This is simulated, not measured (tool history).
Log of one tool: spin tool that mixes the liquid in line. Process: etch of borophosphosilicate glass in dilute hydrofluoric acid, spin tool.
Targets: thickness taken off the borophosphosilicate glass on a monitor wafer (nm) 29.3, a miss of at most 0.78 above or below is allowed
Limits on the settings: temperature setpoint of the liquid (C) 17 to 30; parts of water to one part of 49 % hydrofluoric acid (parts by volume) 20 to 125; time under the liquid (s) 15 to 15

run	hour	temperature setpoint of the liquid (C)	parts of water to one part of 49 % hydrofluoric acid (parts by volume)	time under the liquid (s)	thickness taken off the borophosphosilicate glass on a monitor wafer (nm)
1	0	22	70	15	11.619
2	5.6	18.5	70	15	9.9353
3	9.5	18.5	70	15	9.9445
4	14	20.5	70	15	10.563
5	15.5	23	60	15	14.063
6	22.4	25	50	15	18.775
7	27.3	26.5	45	15	22.243
8	29.7	27.5	45	15	23.207
9	38.2	28	45	15	23.308
10	40.4	30	35	15	33.28
11	47	29.5	35	15	33.04
12	48.8	29.5	35	15	32.244
13	57.8	29	35	15	31.518
14	60.4	28.5	35	15	31.363

4 candidate next runs follow, results not yet known. Just one meets every target within its allowed miss. Identify it.
A	63	27	35	15	?
B	63	29	40	15	?
C	63	28	35	15	?
D	63	29	35	15	?

move	thickness taken off the borophosphosilicate glass on a monitor wafer (nm)
A	29.612
B	27.879
C	30.839
D	32.106
A: every result within its allowed miss
B: moves the result that the last run missed by most past its target, out the other side
C: better than the last run, though not everything is in spec
D: misses by more than the last run did
A is the move that brings every result within its allowed miss.
